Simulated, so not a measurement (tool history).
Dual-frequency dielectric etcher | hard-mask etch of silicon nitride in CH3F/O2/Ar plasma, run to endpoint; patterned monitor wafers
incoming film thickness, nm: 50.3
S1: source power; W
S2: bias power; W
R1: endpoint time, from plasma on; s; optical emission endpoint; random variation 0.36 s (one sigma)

run	hour	S1	S2	R1
1	0	460	58	74.452
2	1	420	56	77.441
3	8.8	500	56	73.429
4	17.5	500	62	70.125
5	22.9	540	62	68.81
6	27.3	480	58	73.569

Run 7 comes next. What will it give?
7	34.9	440	56	?

R1: 75.942 s
